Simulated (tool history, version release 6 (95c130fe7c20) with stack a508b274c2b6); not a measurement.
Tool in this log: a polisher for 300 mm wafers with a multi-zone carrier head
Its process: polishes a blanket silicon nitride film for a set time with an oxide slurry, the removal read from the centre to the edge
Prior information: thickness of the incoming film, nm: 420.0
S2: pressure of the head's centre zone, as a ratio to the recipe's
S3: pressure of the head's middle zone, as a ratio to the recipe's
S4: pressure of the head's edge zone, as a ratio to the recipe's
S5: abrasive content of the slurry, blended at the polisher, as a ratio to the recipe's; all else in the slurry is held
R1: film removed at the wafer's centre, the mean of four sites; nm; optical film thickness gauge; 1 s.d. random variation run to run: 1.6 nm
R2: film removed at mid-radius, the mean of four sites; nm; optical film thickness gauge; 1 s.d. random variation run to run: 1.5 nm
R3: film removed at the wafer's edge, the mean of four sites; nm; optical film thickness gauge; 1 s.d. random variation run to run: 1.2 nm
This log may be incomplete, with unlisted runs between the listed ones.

Run 1, hour 0: flow of slurry (ml/min) 165, S2 1, S3 1, S4 1, S5 1, polishing time (s) 85. Result: R1 82.716 nm, R2 83.991 nm, R3 81.324 nm.
Run 2, hour 0.9: flow of slurry (ml/min) 165, S2 1, S3 1, S4 1, S5 1, polishing time (s) 67. Result: R1 64.969 nm, R2 64.908 nm, R3 67.062 nm.
Run 3, hour 3.4: flow of slurry (ml/min) 165, S2 1, S3 1, S4 0.96, S5 1, polishing time (s) 67. Result: R1 66.224 nm, R2 66.356 nm, R3 63.951 nm.
Run 4, hour 6.2: flow of slurry (ml/min) 180, S2 1.04, S3 1.04, S4 0.97, S5 1.15, polishing time (s) 71. Result: R1 80.965 nm, R2 79.876 nm, R3 74.333 nm.
Run 5, hour 14.7: flow of slurry (ml/min) 180, S2 1.04, S3 0.96, S4 0.97, S5 1.15, polishing time (s) 71. Result: R1 79.312 nm, R2 72.897 nm, R3 74.733 nm.
Run 6, hour 17.6: flow of slurry (ml/min) 190, S2 1.06, S3 1.01, S4 0.99, S5 1.25, polishing time (s) 72. Result: R1 85.923 nm, R2 82.806 nm, R3 77.29 nm.
Run 7, hour 26: flow of slurry (ml/min) 190, S2 1.07, S3 1.02, S4 1, S5 1.3, polishing time (s) 76. Result: R1 94.539 nm, R2 85.308 nm, R3 85.444 nm.

Run 8, settings as shown, results not yet in. Your forecast:
Run 8, hour 29.1: flow of slurry (ml/min) 240, S2 1.04, S3 1.12, S4 0.9, S5 1.5, polishing time (s) 85. Result: R1 ?, R2 ?, R3 ?.

Run 8 came out at R1 113.63 nm, R2 118.32 nm, R3 100.59 nm.
